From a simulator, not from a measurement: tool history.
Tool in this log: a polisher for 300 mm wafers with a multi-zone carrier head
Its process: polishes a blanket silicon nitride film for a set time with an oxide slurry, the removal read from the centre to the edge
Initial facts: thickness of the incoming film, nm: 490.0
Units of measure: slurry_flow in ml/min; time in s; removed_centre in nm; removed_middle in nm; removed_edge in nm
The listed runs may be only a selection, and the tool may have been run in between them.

{"run": 1, "hour": 0.0, "slurry_flow": 205, "centre_zone": 1, "middle_zone": 1, "edge_zone": 1, "slurry_solids": 1, "time": 46, "removed_centre": 30.949, "removed_middle": 31.778, "removed_edge": 31.379}
{"run": 2, "hour": 3.9, "slurry_flow": 210, "centre_zone": 1.01, "middle_zone": 1.01, "edge_zone": 1.02, "slurry_solids": 1.1, "time": 47, "removed_centre": 33.819, "removed_middle": 34.734, "removed_edge": 33.214}
{"run": 3, "hour": 8.5, "slurry_flow": 210, "centre_zone": 1.01, "middle_zone": 1.01, "edge_zone": 1.02, "slurry_solids": 1.1, "time": 39, "removed_centre": 27.275, "removed_middle": 28.298, "removed_edge": 27.446}
{"run": 4, "hour": 15.1, "slurry_flow": 210, "centre_zone": 1.01, "middle_zone": 1.07, "edge_zone": 1.02, "slurry_solids": 1.1, "time": 39, "removed_centre": 27.978, "removed_middle": 29.331, "removed_edge": 27.444}
{"run": 5, "hour": 17.3, "slurry_flow": 210, "centre_zone": 1.02, "middle_zone": 1.05, "edge_zone": 1.04, "slurry_solids": 1.15, "time": 41, "removed_centre": 29.85, "removed_middle": 31.985, "removed_edge": 30.059}
{"run": 6, "hour": 19.2, "slurry_flow": 210, "centre_zone": 1.05, "middle_zone": 1.03, "edge_zone": 1.06, "slurry_solids": 1.2, "time": 42, "removed_centre": 32.253, "removed_middle": 32.839, "removed_edge": 32.087}

What does the tool deliver on the next run?
{"run": 7, "hour": 20.6, "slurry_flow": 210, "centre_zone": 1.06, "middle_zone": 1.03, "edge_zone": 1.08, "slurry_solids": 1.25, "time": 43, "removed_centre": "?", "removed_middle": "?", "removed_edge": "?"}

{"run 7": {"removed_centre": 34.27, "removed_middle": 33.857, "removed_edge": 34.036}}
